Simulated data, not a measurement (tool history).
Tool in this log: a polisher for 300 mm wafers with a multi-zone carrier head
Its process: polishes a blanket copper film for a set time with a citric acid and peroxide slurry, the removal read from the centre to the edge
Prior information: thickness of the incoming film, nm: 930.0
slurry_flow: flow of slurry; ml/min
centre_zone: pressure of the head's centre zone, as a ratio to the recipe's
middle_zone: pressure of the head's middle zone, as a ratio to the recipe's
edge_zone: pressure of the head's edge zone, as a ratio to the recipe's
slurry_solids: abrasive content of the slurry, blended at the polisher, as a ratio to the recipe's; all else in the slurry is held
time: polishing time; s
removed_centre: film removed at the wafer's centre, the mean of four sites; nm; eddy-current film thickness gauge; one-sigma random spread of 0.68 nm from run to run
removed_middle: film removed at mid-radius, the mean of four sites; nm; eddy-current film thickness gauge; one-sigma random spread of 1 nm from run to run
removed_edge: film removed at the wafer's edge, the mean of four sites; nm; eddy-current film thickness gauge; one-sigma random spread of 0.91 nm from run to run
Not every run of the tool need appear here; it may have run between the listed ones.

| run | day | slurry_flow | centre_zone | middle_zone | edge_zone | slurry_solids | time | removed_centre | removed_middle | removed_edge |
|---|---|---|---|---|---|---|---|---|---|---|
| 1 | 0.000 | 135 | 1.00 | 1.00 | 1.00 | 1.00 | 77 | 124.740 | 127.400 | 121.640 |
| 2 | 0.342 | 135 | 1.00 | 1.00 | 1.00 | 1.00 | 96 | 154.710 | 151.720 | 151.750 |
| 3 | 0.488 | 135 | 1.00 | 1.00 | 1.00 | 1.00 | 89 | 144.050 | 145.140 | 144.380 |
| 4 | 0.621 | 135 | 1.00 | 1.00 | 1.00 | 1.15 | 89 | 147.120 | 148.450 | 147.240 |
| 5 | 0.804 | 135 | 1.00 | 1.08 | 1.00 | 1.15 | 89 | 148.790 | 159.540 | 148.810 |
| 6 | 1.092 | 125 | 1.02 | 1.01 | 0.98 | 0.95 | 77 | 121.360 | 118.860 | 119.060 |
| 7 | 1.354 | 130 | 1.03 | 0.98 | 0.94 | 0.80 | 68 | 107.220 | 102.850 | 101.400 |
| 8 | 1.592 | 130 | 1.04 | 0.95 | 0.92 | 0.70 | 62 | 94.212 | 88.950 | 86.735 |
| 9 | 1.733 | 125 | 1.04 | 0.91 | 0.89 | 0.65 | 61 | 90.072 | 81.918 | 82.479 |

Predict the results of run 10:
| 10 | 2.021 | 105 | 1.07 | 0.87 | 0.81 | 0.50 | 56 | ? | ? | ? |

removed_centre: 75.907 nm
removed_middle: 64.936 nm
removed_edge: 66.106 nm

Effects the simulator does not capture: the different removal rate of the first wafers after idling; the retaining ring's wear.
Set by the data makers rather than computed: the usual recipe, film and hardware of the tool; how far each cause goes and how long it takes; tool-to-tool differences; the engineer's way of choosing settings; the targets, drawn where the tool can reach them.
